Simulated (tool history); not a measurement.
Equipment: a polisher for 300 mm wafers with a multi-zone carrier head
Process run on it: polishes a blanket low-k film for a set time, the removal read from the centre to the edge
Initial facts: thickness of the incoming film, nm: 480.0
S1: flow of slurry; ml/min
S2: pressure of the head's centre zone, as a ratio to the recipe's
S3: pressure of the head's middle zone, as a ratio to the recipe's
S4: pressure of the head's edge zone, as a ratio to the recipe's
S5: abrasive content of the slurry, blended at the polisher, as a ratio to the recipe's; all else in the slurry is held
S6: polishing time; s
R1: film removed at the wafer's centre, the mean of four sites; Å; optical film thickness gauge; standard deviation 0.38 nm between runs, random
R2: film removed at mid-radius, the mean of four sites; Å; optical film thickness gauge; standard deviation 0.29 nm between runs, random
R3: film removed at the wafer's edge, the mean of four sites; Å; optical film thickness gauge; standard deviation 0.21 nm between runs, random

Run 1, hour 0.0: S1 165 ml/min, S2 1.00, S3 1.00, S4 1.00, S5 1.0, S6 48 s. Result: R1 252.55 Å, R2 236.88 Å, R3 240.54 Å.
Run 2, hour 1.1: S1 170 ml/min, S2 1.01, S3 1.01, S4 1.00, S5 1.0, S6 48 s. Result: R1 249.51 Å, R2 240.66 Å, R3 241.93 Å.
Run 3, hour 2.1: S1 130 ml/min, S2 1.01, S3 1.01, S4 1.00, S5 1.0, S6 48 s. Result: R1 239.05 Å, R2 232.58 Å, R3 233.08 Å.
Run 4, hour 8.5: S1 140 ml/min, S2 1.03, S3 1.02, S4 1.00, S5 1.0, S6 48 s. Result: R1 241.44 Å, R2 233.43 Å, R3 232.57 Å.
Run 5, hour 14.2: S1 165 ml/min, S2 1.03, S3 1.02, S4 1.00, S5 1.0, S6 48 s. Result: R1 255.31 Å, R2 247.77 Å, R3 241.35 Å.
Run 6, hour 14.9: S1 175 ml/min, S2 1.04, S3 1.02, S4 0.99, S5 1.0, S6 48 s. Result: R1 259.09 Å, R2 243.60 Å, R3 240.57 Å.
Run 7, hour 21.8: S1 175 ml/min, S2 1.04, S3 1.02, S4 0.99, S5 1.0, S6 48 s. Result: R1 264.23 Å, R2 240.30 Å, R3 240.36 Å.

For run 8, what comes out?
Run 8, hour 27.1: S1 180 ml/min, S2 1.05, S3 1.03, S4 0.99, S5 1.0, S6 48 s. Result: R1 ?, R2 ?, R3 ?.

R1: 267.58 Å
R2: 252.14 Å
R3: 241.28 Å
